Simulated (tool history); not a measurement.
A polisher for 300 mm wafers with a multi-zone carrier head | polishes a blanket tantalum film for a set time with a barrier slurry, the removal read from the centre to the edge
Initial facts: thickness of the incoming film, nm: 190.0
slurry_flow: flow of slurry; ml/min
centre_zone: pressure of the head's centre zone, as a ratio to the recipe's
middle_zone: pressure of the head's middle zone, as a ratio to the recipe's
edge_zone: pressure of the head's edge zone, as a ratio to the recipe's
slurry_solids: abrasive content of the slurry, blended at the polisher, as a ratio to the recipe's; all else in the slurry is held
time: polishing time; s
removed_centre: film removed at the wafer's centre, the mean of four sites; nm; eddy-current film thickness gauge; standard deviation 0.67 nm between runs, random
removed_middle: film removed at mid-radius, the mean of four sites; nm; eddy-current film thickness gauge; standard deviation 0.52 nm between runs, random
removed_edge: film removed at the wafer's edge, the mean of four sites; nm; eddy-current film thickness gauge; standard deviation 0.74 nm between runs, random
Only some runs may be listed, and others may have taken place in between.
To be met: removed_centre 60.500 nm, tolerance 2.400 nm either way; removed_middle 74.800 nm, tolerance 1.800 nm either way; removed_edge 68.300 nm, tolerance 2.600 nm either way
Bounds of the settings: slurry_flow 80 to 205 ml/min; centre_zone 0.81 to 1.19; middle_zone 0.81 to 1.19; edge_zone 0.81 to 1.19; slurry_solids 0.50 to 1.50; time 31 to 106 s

run	hour	slurry_flow	centre_zone	middle_zone	edge_zone	slurry_solids	time	removed_centre	removed_middle	removed_edge
1	0.0	135	1.00	1.00	1.00	1.00	68	72.152	74.493	74.642
2	8.7	135	1.08	1.00	1.00	1.00	68	76.957	74.879	73.605
3	15.8	125	1.02	1.03	0.98	0.95	68	72.270	74.271	69.518
4	17.6	120	0.96	1.05	0.99	0.95	68	67.101	73.924	71.495
5	21.9	115	0.93	1.07	0.98	0.95	68	65.236	73.788	69.070
6	24.4	85	0.93	1.07	0.98	0.95	68	56.020	66.707	65.683
7	30.0	95	0.91	1.09	0.98	0.95	68	58.053	70.978	68.092
8	34.2	100	0.91	1.10	0.97	0.95	68	59.269	72.614	68.406
9	39.3	100	0.91	1.10	0.96	0.95	68	59.753	72.795	68.362

Exercise: of the 5 proposed moves below, exactly one satisfies all targets within the stated allowed misses. Which move is it?
A	44.4	80	0.92	1.06	1.04	1.00	71	?	?	?
B	44.4	105	0.87	1.08	0.91	0.95	70	?	?	?
C	44.4	85	0.85	1.05	1.02	1.05	74	?	?	?
D	44.4	110	0.85	1.03	1.03	0.90	68	?	?	?
E	44.4	80	0.90	1.01	0.99	0.90	78	?	?	?

move	removed_centre	removed_middle	removed_edge
A	57.948	68.752	68.269
B	60.642	75.186	67.278
C	59.185	73.842	72.652
D	57.928	70.125	68.365
E	60.828	70.521	71.546
A: its largest miss is bigger than the last run's
B: meets every target
C: meets the target for the result that was furthest off, but another lies outside its allowed miss
D: its largest miss is bigger than the last run's
E: its largest miss is bigger than the last run's
Correct choice: B, which meets every target

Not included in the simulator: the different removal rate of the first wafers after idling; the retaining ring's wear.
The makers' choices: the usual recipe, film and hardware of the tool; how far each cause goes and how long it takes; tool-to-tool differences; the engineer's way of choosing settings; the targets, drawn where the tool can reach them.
